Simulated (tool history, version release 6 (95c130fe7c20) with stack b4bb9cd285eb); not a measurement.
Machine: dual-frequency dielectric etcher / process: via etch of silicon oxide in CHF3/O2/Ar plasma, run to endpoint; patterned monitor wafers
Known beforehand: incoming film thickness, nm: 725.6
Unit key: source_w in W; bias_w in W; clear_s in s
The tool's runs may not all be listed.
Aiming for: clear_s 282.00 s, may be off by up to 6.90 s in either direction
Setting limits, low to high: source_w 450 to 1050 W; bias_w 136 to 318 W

{"run": 1, "hour": 0.0, "source_w": 750, "bias_w": 227, "clear_s": 321.07}
{"run": 2, "hour": 5.9, "source_w": 810, "bias_w": 227, "clear_s": 314.2}
{"run": 3, "hour": 8.1, "source_w": 860, "bias_w": 234, "clear_s": 303.86}
{"run": 4, "hour": 14.9, "source_w": 860, "bias_w": 202, "clear_s": 315.14}
{"run": 5, "hour": 19.2, "source_w": 910, "bias_w": 210, "clear_s": 311.49}
{"run": 6, "hour": 20.2, "source_w": 970, "bias_w": 210, "clear_s": 304.0}
{"run": 7, "hour": 23.9, "source_w": 990, "bias_w": 220, "clear_s": 299.83}
{"run": 8, "hour": 29.2, "source_w": 1010, "bias_w": 230, "clear_s": 292.94}

Which single option among these 4 for the next run brings every result within its allowed miss of target? Just one does.
{"run": "A", "hour": 34.5, "source_w": 940, "bias_w": 223, "clear_s": "?"}
{"run": "B", "hour": 34.5, "source_w": 1050, "bias_w": 222, "clear_s": "?"}
{"run": "C", "hour": 34.5, "source_w": 1010, "bias_w": 269, "clear_s": "?"}
{"run": "D", "hour": 34.5, "source_w": 1050, "bias_w": 318, "clear_s": "?"}

move=A clear_s=303.71
move=B clear_s=294.09
move=C clear_s=282.17
move=D clear_s=265.54
A: its largest miss is bigger than the last run's
B: its largest miss is bigger than the last run's
C: every result lands within tolerance
D: pushes the last run's worst result past its target
C meets every target.
